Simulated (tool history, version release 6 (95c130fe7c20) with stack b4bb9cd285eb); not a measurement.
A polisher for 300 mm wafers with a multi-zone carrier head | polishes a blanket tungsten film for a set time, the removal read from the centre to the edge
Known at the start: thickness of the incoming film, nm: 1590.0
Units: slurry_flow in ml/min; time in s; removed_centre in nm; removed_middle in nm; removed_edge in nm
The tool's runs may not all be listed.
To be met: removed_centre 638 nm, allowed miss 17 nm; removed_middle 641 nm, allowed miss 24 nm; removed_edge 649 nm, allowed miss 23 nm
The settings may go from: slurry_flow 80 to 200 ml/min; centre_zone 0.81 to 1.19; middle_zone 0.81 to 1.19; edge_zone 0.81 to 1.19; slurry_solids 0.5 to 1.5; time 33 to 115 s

run	hour	slurry_flow	centre_zone	middle_zone	edge_zone	slurry_solids	time	removed_centre	removed_middle	removed_edge
1	0	130	1	1	1	1	73	509.75	519.95	516.44
2	7.5	130	1	1	1	0.85	73	503.33	506.87	487.78
3	16.4	130	1	1	1	1	73	511.53	518.46	502.43
4	17.1	130	1	1	1	1.2	73	532.93	545.94	530.66
5	23.2	130	1	0.97	1	1.2	73	529.27	522.05	530.76
6	26.7	130	1	1.02	1	1.2	73	530.78	547.04	535.2
7	34.1	165	1.05	1.07	1.1	1.4	74	605.84	635.12	593.34
8	35	170	1.05	1.05	1.12	1.45	74	617.81	625.83	600.54
9	41.8	170	1.04	1.04	1.14	1.45	75	622.34	626.5	623.26

Which of these 4 next moves meets every target?
A	48.6	145	1.05	1.05	1.16	1.5	78	?	?	?
B	48.6	155	1.1	1.01	1.13	1.5	79	?	?	?
C	48.6	170	1.11	1.01	1.14	1.3	80	?	?	?
D	48.6	165	1.02	1.05	1.16	1.4	84	?	?	?

move	removed_centre	removed_middle	removed_edge
A	638.42	634.08	653.41
B	680.87	628.39	658.59
C	685.49	626.63	657.04
D	677.57	687.65	704.23
A: meets every target
B: brings the result that was furthest off to its target, and leaves another outside
C: brings the result that was furthest off to its target, and leaves another outside
D: takes the result that was furthest off past its target
Answer: A
